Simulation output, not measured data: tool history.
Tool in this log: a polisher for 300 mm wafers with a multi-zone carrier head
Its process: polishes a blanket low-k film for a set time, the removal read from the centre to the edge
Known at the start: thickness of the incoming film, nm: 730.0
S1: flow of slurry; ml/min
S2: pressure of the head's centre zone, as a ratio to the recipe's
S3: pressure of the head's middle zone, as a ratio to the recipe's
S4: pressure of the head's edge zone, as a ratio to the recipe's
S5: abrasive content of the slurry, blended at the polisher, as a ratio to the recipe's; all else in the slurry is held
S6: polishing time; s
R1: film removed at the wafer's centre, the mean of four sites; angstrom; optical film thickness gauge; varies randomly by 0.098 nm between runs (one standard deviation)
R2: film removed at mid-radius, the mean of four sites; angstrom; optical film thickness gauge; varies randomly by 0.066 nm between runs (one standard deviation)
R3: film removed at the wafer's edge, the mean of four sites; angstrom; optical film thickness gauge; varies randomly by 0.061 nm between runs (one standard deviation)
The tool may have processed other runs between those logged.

run 1 hour=0 | S1=315 S2=1 S3=1 S4=1 S5=1 S6=31 | R1=103.1 R2=102.77 R3=104.16
run 2 hour=5.4 | S1=255 S2=1 S3=1 S4=1 S5=1 S6=31 | R1=101.49 R2=101.07 R3=102.02
run 3 hour=6 | S1=255 S2=1 S3=0.96 S4=1 S5=1 S6=31 | R1=101.08 R2=95.928 R3=103.51
run 4 hour=13.5 | S1=255 S2=1 S3=0.88 S4=1 S5=1 S6=31 | R1=98.365 R2=90.462 R3=102.87
run 5 hour=21.4 | S1=260 S2=0.95 S3=0.88 S4=0.95 S5=0.9 S6=31 | R1=90.04 R2=86.084 R3=95.275
run 6 hour=27.2 | S1=260 S2=0.91 S3=0.88 S4=0.92 S5=0.85 S6=31 | R1=86.719 R2=83.934 R3=92.538

Estimate the outcome of run 7 from the log above:
run 7 hour=34.7 | S1=260 S2=0.91 S3=0.88 S4=0.92 S5=0.85 S6=31 | R1=? R2=? R3=?

R1: 83.758 angstrom
R2: 83.785 angstrom
R3: 93.4 angstrom
